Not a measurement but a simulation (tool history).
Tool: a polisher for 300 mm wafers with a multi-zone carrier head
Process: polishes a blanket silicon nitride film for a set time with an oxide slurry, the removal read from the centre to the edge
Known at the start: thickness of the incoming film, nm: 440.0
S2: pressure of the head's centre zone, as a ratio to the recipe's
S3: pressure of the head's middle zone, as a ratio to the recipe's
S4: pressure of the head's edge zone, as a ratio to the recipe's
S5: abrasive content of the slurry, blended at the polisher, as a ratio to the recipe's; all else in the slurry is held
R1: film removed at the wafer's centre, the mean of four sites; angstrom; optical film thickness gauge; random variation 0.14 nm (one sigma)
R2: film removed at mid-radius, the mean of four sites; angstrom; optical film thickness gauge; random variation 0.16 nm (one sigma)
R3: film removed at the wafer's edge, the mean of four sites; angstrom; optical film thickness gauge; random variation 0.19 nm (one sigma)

run 1 hour=0 | flow_of_slurry_(ml/min)=290 S2=1 S3=1 S4=1 S5=1 polishing_time_(s)=42 | R1=300.9 R2=292.83 R3=297.15
run 2 hour=1.7 | flow_of_slurry_(ml/min)=340 S2=1 S3=1 S4=1 S5=1 polishing_time_(s)=42 | R1=304.45 R2=298.54 R3=302.51
run 3 hour=7.9 | flow_of_slurry_(ml/min)=340 S2=1 S3=1.08 S4=1 S5=1 polishing_time_(s)=42 | R1=300.52 R2=320.66 R3=304.29
run 4 hour=13.1 | flow_of_slurry_(ml/min)=340 S2=1 S3=1.08 S4=1 S5=0.85 polishing_time_(s)=42 | R1=286.86 R2=298.54 R3=287.66
run 5 hour=18.2 | flow_of_slurry_(ml/min)=325 S2=1 S3=1.08 S4=0.96 S5=0.8 polishing_time_(s)=41 | R1=268.18 R2=286.14 R3=263.89
run 6 hour=20.6 | flow_of_slurry_(ml/min)=325 S2=1 S3=1.08 S4=0.93 S5=0.8 polishing_time_(s)=41 | R1=273.14 R2=287.44 R3=261.44
run 7 hour=28.5 | flow_of_slurry_(ml/min)=325 S2=1 S3=1.08 S4=0.93 S5=0.8 polishing_time_(s)=41 | R1=272.69 R2=286.19 R3=259.94
run 8 hour=30 | flow_of_slurry_(ml/min)=310 S2=1 S3=1.06 S4=0.91 S5=0.75 polishing_time_(s)=41 | R1=262.56 R2=275.49 R3=251.17
run 9 hour=36.3 | flow_of_slurry_(ml/min)=300 S2=1.01 S3=1.05 S4=0.89 S5=0.7 polishing_time_(s)=40 | R1=252.35 R2=252.45 R3=237.78

Forecast run 10:
run 10 hour=40.7 | flow_of_slurry_(ml/min)=300 S2=1.02 S3=1.06 S4=0.87 S5=0.65 polishing_time_(s)=39 | R1=? R2=? R3=?

Run 10 gave R1 244.38 angstrom, R2 247.4 angstrom, R3 219.67 angstrom.

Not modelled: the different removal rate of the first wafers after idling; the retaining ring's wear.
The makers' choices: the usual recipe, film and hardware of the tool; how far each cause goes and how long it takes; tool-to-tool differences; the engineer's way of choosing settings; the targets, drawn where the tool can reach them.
